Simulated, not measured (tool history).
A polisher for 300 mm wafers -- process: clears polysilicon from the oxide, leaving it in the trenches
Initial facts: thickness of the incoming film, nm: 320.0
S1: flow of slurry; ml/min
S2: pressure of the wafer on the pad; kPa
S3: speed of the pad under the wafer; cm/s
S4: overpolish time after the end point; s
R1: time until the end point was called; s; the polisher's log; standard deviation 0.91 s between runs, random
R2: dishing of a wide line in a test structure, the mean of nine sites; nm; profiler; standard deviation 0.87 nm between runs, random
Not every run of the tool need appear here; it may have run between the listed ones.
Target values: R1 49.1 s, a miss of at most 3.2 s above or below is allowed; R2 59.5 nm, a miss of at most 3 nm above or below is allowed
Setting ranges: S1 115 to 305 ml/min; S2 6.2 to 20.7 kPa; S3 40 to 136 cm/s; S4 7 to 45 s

| run | hour | S1 | S2 | S3 | S4 | R1 | R2 |
|---|---|---|---|---|---|---|---|
| 1 | 0 | 195 | 13.1 | 88 | 23 | 35.024 | 58.512 |
| 2 | 6.1 | 195 | 13.1 | 88 | 15 | 34.294 | 53.274 |
| 3 | 14.2 | 230 | 13.1 | 88 | 15 | 33.681 | 56.181 |
| 4 | 17.5 | 230 | 14.5 | 88 | 15 | 31.362 | 57.493 |
| 5 | 24.5 | 230 | 14.5 | 80 | 15 | 34.112 | 55.77 |
| 6 | 30 | 235 | 13.8 | 80 | 18 | 35.204 | 58.39 |
| 7 | 35.7 | 235 | 13.1 | 78 | 19 | 37.126 | 57.377 |
| 8 | 41.8 | 235 | 12.4 | 76 | 21 | 39.963 | 56.942 |
| 9 | 47.9 | 230 | 9.7 | 72 | 32 | 53.976 | 57.063 |
| 10 | 54.9 | 230 | 9.7 | 72 | 33 | 52.833 | 58.674 |

Which of these 5 next moves meets every target?
| A | 61.9 | 215 | 11 | 72 | 35 | ? | ? |
| B | 61.9 | 250 | 9.7 | 68 | 31 | ? | ? |
| C | 61.9 | 245 | 8.3 | 70 | 34 | ? | ? |
| D | 61.9 | 185 | 11.7 | 58 | 41 | ? | ? |
| E | 61.9 | 245 | 9 | 64 | 40 | ? | ? |

| move | R1 | R2 |
|---|---|---|
| A | 48.214 | 60.031 |
| B | 56.223 | 58.18 |
| C | 62.673 | 58.031 |
| D | 56.391 | 60.038 |
| E | 63.431 | 59.238 |
A: meets every target
B: lands further from the targets than the last run did
C: lands further from the targets than the last run did
D: lands further from the targets than the last run did
E: lands further from the targets than the last run did
The right move is A.

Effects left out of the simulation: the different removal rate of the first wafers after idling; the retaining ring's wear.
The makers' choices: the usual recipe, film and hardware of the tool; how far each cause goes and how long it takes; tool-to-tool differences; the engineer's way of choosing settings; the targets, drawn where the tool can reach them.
